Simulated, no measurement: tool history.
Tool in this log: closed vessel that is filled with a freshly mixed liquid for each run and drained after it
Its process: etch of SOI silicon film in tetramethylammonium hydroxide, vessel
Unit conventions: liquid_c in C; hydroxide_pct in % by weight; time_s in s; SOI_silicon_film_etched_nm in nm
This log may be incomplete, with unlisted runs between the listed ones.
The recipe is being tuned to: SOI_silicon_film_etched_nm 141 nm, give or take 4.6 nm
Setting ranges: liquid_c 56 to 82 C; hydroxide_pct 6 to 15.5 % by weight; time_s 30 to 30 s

run 1 hour=0 | liquid_c=69 hydroxide_pct=10.5 time_s=30 | SOI_silicon_film_etched_nm=176.36
run 2 hour=7.5 | liquid_c=74 hydroxide_pct=10.5 time_s=30 | SOI_silicon_film_etched_nm=236.2
run 3 hour=11.2 | liquid_c=74 hydroxide_pct=9 time_s=30 | SOI_silicon_film_etched_nm=249.25
run 4 hour=15.4 | liquid_c=73 hydroxide_pct=9 time_s=30 | SOI_silicon_film_etched_nm=237.39
run 5 hour=18.7 | liquid_c=72 hydroxide_pct=9 time_s=30 | SOI_silicon_film_etched_nm=221.99
run 6 hour=25.4 | liquid_c=77 hydroxide_pct=9 time_s=30 | SOI_silicon_film_etched_nm=296.45
run 7 hour=28.2 | liquid_c=75.5 hydroxide_pct=9 time_s=30 | SOI_silicon_film_etched_nm=268.19
run 8 hour=31.5 | liquid_c=69 hydroxide_pct=9.5 time_s=30 | SOI_silicon_film_etched_nm=183.26
run 9 hour=32.4 | liquid_c=68.5 hydroxide_pct=9.5 time_s=30 | SOI_silicon_film_etched_nm=178.95
run 10 hour=35.1 | liquid_c=68.5 hydroxide_pct=9.5 time_s=30 | SOI_silicon_film_etched_nm=180.9
run 11 hour=40.2 | liquid_c=68 hydroxide_pct=9.5 time_s=30 | SOI_silicon_film_etched_nm=175.29
run 12 hour=47.3 | liquid_c=67.5 hydroxide_pct=9.5 time_s=30 | SOI_silicon_film_etched_nm=167.07
run 13 hour=50.6 | liquid_c=67 hydroxide_pct=9.5 time_s=30 | SOI_silicon_film_etched_nm=160.54

4 next moves are on the table. One of them brings every result within its allowed miss. Which?
run A hour=53.9 | liquid_c=68.5 hydroxide_pct=9.5 time_s=30 | SOI_silicon_film_etched_nm=?
run B hour=53.9 | liquid_c=62.5 hydroxide_pct=9 time_s=30 | SOI_silicon_film_etched_nm=?
run C hour=53.9 | liquid_c=67.5 hydroxide_pct=10 time_s=30 | SOI_silicon_film_etched_nm=?
run D hour=53.9 | liquid_c=64.5 hydroxide_pct=9.5 time_s=30 | SOI_silicon_film_etched_nm=?

move=A SOI_silicon_film_etched_nm=182.29
move=B SOI_silicon_film_etched_nm=129.58
move=C SOI_silicon_film_etched_nm=168.23
move=D SOI_silicon_film_etched_nm=143.44
A: misses by more than the last run did
B: pushes the last run's worst result past its target
C: misses by more than the last run did
D: every result within its allowed miss
Correct choice: D, which meets every target

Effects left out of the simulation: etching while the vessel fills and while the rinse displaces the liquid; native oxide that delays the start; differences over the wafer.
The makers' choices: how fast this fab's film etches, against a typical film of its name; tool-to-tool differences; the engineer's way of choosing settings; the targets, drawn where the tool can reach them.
